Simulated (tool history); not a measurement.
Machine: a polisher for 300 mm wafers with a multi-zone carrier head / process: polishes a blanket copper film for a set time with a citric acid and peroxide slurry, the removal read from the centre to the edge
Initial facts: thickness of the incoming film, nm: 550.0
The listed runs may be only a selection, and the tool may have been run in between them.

run  hour  flow of slurry (ml/min)  pressure of the head's centre zone  pressure of the head's middle zone  pressure of the head's edge zone  abrasive content of the slurry  polishing time (s)  film removed at the wafer's centre (nm)  film removed at mid-radius (nm)  film removed at the wafer's edge (nm)
  1     0                      290                                   1                                   1                                 1                               1                  42                                   102.22                           106.37                                 105.89
  2   3.7                      290                                   1                                1.01                              0.98                            0.95                  42                                   104.41                           106.46                                 101.62
  3  10.6                      315                                   1                                1.01                              0.98                            0.95                  42                                    102.3                           107.86                                 104.26
  4  14.6                      245                                   1                                1.01                              0.98                            0.95                  42                                   100.36                           101.54                                  101.6
  5  17.8                      245                                   1                                0.93                              0.98                            0.95                  42                                   100.37                           97.981                                 103.54
  6  20.5                      250                                0.99                                0.94                              0.96                             0.9                  42                                   100.63                           100.78                                 102.47
  7  25.6                      250                                0.98                                0.95                              0.95                             0.9                  42                                   98.609                           97.912                                 99.414
  8  29.8                      255                                0.97                                0.96                              0.94                             0.9                  42                                   97.778                           99.755                                 102.47

What will run 9 give?
  9  34.9                      260                                0.97                                0.98                              0.94                            0.85                  42                                        ?                                ?                                      ?

film removed at the wafer's centre (nm): 96.864
film removed at mid-radius (nm): 100.09
film removed at the wafer's edge (nm): 98.01

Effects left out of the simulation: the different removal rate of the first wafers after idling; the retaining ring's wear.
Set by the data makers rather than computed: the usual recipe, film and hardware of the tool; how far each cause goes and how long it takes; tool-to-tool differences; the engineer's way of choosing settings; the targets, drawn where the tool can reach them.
